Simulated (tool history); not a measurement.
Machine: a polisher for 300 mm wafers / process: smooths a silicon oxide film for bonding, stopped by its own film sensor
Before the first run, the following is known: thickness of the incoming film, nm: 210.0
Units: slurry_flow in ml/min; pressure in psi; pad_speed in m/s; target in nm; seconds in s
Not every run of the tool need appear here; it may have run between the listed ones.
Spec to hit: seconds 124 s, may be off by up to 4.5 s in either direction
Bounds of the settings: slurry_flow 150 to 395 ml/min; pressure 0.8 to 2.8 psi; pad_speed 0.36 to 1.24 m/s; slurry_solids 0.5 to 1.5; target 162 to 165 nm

run  hour  slurry_flow  pressure  pad_speed  slurry_solids  target  seconds
  1     0          250       1.8        0.8              1     165   81.281
  2   3.4          250       1.7        0.8              1     165   87.351
  3   4.9          250       2.1        0.8              1     165   71.984
  4   8.8          250       1.9        0.8              1     165   78.306
     10.2  -- slurry blender recalibrated
  5  10.2          250       1.9        0.8              1     165   71.862
  6  13.5          250       1.7        0.8              1     165   78.385
  7  17.7          250       1.6       0.76              1     165   86.233
  8  24.4          250       1.5       0.74              1     165   93.861
  9  27.1          250       1.4       0.74              1     165   102.09
 10  33.1          250       1.3       0.74              1     165   108.48
 11  37.2          250       1.2       0.74              1     165   115.91

Of the 4 settings listed for the next run, only one would bring every result within its allowed miss of target. Which one?
  A  41.3          275       1.2       0.76           0.95     165        ?
  B  41.3          240       1.1       0.82           1.05     162        ?
  C  41.3          235       1.3       0.82           0.95     164        ?
  D  41.3          270       1.3       0.68              1     165        ?

move  seconds
   A   116.61
   B   121.95
   C   105.78
   D   114.78
A: an improvement on the last run, though not all results are within tolerance
B: every result within its allowed miss
C: its largest miss is bigger than the last run's
D: its largest miss is bigger than the last run's
So the answer is move B, the one that meets all the targets.
